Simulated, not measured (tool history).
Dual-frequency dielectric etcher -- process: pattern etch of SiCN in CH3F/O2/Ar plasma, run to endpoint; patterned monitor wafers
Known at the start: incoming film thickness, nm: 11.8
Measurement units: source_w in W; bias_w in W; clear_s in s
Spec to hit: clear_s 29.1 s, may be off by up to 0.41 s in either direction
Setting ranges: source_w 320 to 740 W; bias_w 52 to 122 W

run  hour  source_w  bias_w  clear_s
  1     0       530      87   24.631
  2   0.9       490      87   25.505
  3   4.4       530      87    24.47
  4   7.4       490      87   25.243
  5   8.3       490      96   24.556
  6  16.2       440      93   25.631
  7  22.3       340      77   29.799
  8  25.5       350      77   29.458
     32.2  -- wet clean of the chamber
  9  32.2       360      77   28.067
 10    39       350      76   28.257

Which single option among these 4 for the next run brings every result within its allowed miss of target? Just one does.
  A  45.8       350      69        ?
  B  45.8       450      60        ?
  C  45.8       370      79        ?
  D  45.8       390      75        ?

move  clear_s
   A   29.303
   B   27.808
   C   27.536
   D    27.45
A: every result within its allowed miss
B: the biggest miss grows against the last run
C: the biggest miss grows against the last run
D: the biggest miss grows against the last run
The move that meets every target is A.

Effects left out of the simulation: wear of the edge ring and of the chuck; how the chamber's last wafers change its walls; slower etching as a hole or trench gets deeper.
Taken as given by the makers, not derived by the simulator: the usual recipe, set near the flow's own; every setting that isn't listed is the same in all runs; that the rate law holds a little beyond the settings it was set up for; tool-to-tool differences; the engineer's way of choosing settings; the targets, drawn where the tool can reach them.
